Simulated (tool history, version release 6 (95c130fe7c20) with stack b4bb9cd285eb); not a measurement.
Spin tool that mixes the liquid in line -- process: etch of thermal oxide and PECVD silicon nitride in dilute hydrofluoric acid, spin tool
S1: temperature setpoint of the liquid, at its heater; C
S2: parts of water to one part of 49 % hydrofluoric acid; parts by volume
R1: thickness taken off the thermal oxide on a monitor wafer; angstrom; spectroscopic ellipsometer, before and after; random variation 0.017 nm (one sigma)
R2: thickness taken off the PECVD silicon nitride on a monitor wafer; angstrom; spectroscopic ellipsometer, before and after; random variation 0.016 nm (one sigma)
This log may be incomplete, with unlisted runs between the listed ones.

Run 1, day 0: S1 21 C, S2 250 parts by volume, time under the liquid (s) 180. Result: R1 25.763 angstrom, R2 31.518 angstrom.
Run 2, day 0.092: S1 20 C, S2 280 parts by volume, time under the liquid (s) 175. Result: R1 21.521 angstrom, R2 25.963 angstrom.
Run 3, day 0.321: S1 19 C, S2 305 parts by volume, time under the liquid (s) 175. Result: R1 18.95 angstrom, R2 22.652 angstrom.
Run 4, day 0.621: S1 19 C, S2 305 parts by volume, time under the liquid (s) 205. Result: R1 21.774 angstrom, R2 26.922 angstrom.
Run 5, day 0.712: S1 18.5 C, S2 325 parts by volume, time under the liquid (s) 195. Result: R1 18.766 angstrom, R2 22.766 angstrom.
Run 6, day 0.888: S1 18.5 C, S2 325 parts by volume, time under the liquid (s) 255. Result: R1 24.894 angstrom, R2 29.88 angstrom.
Run 7, day 1.158: S1 18 C, S2 350 parts by volume, time under the liquid (s) 240. Result: R1 20.073 angstrom, R2 25.873 angstrom.
Run 8, day 1.238: S1 17.5 C, S2 345 parts by volume, time under the liquid (s) 210. Result: R1 17.96 angstrom, R2 22.202 angstrom.
Run 9, day 1.375: S1 17.5 C, S2 350 parts by volume, time under the liquid (s) 190. Result: R1 16.303 angstrom, R2 19.366 angstrom.
Run 10, day 1.679: S1 17.5 C, S2 350 parts by volume, time under the liquid (s) 190. Result: R1 15.95 angstrom, R2 19.633 angstrom.
Run 11, day 2.038: S1 17.5 C, S2 350 parts by volume, time under the liquid (s) 180. Result: R1 15.233 angstrom, R2 18.15 angstrom.
Run 12, day 2.079: S1 17.5 C, S2 355 parts by volume, time under the liquid (s) 175. Result: R1 14.731 angstrom, R2 17.622 angstrom.

Estimate the outcome of run 13 from the log above:
Run 13, day 2.375: S1 17.5 C, S2 360 parts by volume, time under the liquid (s) 170. Result: R1 ?, R2 ?.

R1: 13.963 angstrom
R2: 17.179 angstrom

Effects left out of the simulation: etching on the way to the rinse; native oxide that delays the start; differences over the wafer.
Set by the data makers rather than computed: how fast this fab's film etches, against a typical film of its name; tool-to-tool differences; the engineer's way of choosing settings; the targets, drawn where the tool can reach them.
